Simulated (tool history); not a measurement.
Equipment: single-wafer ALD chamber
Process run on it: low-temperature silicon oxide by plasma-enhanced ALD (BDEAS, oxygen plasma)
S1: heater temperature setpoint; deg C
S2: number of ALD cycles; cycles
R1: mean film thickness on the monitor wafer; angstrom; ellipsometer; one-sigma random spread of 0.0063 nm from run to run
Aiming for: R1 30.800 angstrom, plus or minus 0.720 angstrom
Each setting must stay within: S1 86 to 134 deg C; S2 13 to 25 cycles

run	hour	S1	S2	R1
1	0.0	110	19	26.127
2	2.1	104	19	26.712
3	10.5	114	19	26.012
4	18.6	113	20	27.479
# hour 26.0: thermocouple changed; heater temperature recalibrated
5	26.0	119	20	26.702
6	32.0	117	20	26.785
7	32.8	115	20	26.924
8	39.7	113	21	28.411
9	44.3	104	23	31.663
10	47.8	106	23	31.670

Consider the 5 candidate settings below. Which is the only one whose results all fall within their allowed miss of target?
A	51.3	107	24	?
B	51.3	101	24	?
C	51.3	112	25	?
D	51.3	99	22	?
E	51.3	115	24	?

move	R1
A	32.966
B	33.381
C	33.987
D	30.848
E	32.424
A: lands further from the targets than the last run did
B: lands further from the targets than the last run did
C: lands further from the targets than the last run did
D: hits every target within its allowed miss
E: lands further from the targets than the last run did
Move D is the one to make.
